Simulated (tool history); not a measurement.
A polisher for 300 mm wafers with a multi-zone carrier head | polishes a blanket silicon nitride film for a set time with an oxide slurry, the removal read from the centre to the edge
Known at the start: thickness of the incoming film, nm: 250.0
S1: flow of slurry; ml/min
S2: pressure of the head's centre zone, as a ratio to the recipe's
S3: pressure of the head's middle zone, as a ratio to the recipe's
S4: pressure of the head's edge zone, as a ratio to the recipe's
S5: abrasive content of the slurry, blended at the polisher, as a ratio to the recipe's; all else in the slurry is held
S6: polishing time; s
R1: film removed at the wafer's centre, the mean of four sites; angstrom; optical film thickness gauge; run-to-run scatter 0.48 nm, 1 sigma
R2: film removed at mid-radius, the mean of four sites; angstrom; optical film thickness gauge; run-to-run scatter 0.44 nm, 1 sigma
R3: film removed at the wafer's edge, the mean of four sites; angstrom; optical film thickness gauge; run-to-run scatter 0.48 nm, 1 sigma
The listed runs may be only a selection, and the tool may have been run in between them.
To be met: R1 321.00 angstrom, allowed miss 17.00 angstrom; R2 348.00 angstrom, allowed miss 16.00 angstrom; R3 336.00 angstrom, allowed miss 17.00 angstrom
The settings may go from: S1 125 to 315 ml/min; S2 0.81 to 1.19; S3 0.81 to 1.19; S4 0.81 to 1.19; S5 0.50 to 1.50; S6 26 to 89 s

{"run": 1, "day": 0.0, "S1": 205, "S2": 1.0, "S3": 1.0, "S4": 1.0, "S5": 1.0, "S6": 57, "R1": 465.75, "R2": 456.07, "R3": 469.38}
{"run": 2, "day": 0.021, "S1": 205, "S2": 0.99, "S3": 1.0, "S4": 0.99, "S5": 0.95, "S6": 57, "R1": 435.02, "R2": 444.2, "R3": 443.88}
{"run": 3, "day": 0.15, "S1": 205, "S2": 0.98, "S3": 0.99, "S4": 0.98, "S5": 0.9, "S6": 57, "R1": 424.22, "R2": 417.5, "R3": 436.14}
{"run": 4, "day": 0.404, "S1": 205, "S2": 0.98, "S3": 1.05, "S4": 0.98, "S5": 0.9, "S6": 57, "R1": 413.79, "R2": 440.06, "R3": 416.53}
{"run": 5, "day": 0.75, "S1": 205, "S2": 0.97, "S3": 1.05, "S4": 0.97, "S5": 0.85, "S6": 57, "R1": 402.98, "R2": 412.05, "R3": 400.2}
{"run": 6, "day": 1.025, "S1": 205, "S2": 0.96, "S3": 1.05, "S4": 0.96, "S5": 0.85, "S6": 57, "R1": 389.07, "R2": 426.06, "R3": 403.32}
{"run": 7, "day": 1.167, "S1": 205, "S2": 0.96, "S3": 1.05, "S4": 0.96, "S5": 0.8, "S6": 57, "R1": 375.73, "R2": 399.49, "R3": 378.36}
{"run": 8, "day": 1.5, "S1": 205, "S2": 0.95, "S3": 1.05, "S4": 0.95, "S5": 0.8, "S6": 57, "R1": 355.52, "R2": 399.04, "R3": 388.1}
{"run": 9, "day": 1.612, "S1": 205, "S2": 0.95, "S3": 1.05, "S4": 0.94, "S5": 0.8, "S6": 57, "R1": 364.63, "R2": 405.22, "R3": 373.26}
{"run": 10, "day": 1.725, "S1": 205, "S2": 0.95, "S3": 1.04, "S4": 0.94, "S5": 0.8, "S6": 57, "R1": 356.23, "R2": 397.19, "R3": 374.82}
{"run": 11, "day": 1.775, "S1": 205, "S2": 0.95, "S3": 1.03, "S4": 0.93, "S5": 0.8, "S6": 57, "R1": 362.88, "R2": 397.47, "R3": 366.52}
{"run": 12, "day": 1.958, "S1": 205, "S2": 0.95, "S3": 1.02, "S4": 0.93, "S5": 0.8, "S6": 57, "R1": 359.41, "R2": 389.9, "R3": 370.31}

Pick the move, out of 4, that brings all results within their allowed miss; only one does.
{"run": "A", "day": 2.142, "S1": 225, "S2": 1.0, "S3": 0.93, "S4": 1.04, "S5": 0.75, "S6": 60, "R1": "?", "R2": "?", "R3": "?"}
{"run": "B", "day": 2.142, "S1": 215, "S2": 0.93, "S3": 1.02, "S4": 0.91, "S5": 0.8, "S6": 50, "R1": "?", "R2": "?", "R3": "?"}
{"run": "C", "day": 2.142, "S1": 200, "S2": 1.05, "S3": 1.0, "S4": 0.98, "S5": 0.75, "S6": 60, "R1": "?", "R2": "?", "R3": "?"}
{"run": "D", "day": 2.142, "S1": 175, "S2": 0.87, "S3": 1.16, "S4": 0.96, "S5": 0.85, "S6": 51, "R1": "?", "R2": "?", "R3": "?"}

move=A R1=382.64 R2=353.68 R3=394.98
move=B R1=313.64 R2=337.29 R3=329.14
move=C R1=394.34 R2=369.27 R3=379.51
move=D R1=304.20 R2=391.83 R3=352.72
A: gets the furthest-off result to its target, but another result is out of tolerance
B: meets every target
C: lands further from the targets than the last run did
D: no nearer and no further than the last run
The right move is B.

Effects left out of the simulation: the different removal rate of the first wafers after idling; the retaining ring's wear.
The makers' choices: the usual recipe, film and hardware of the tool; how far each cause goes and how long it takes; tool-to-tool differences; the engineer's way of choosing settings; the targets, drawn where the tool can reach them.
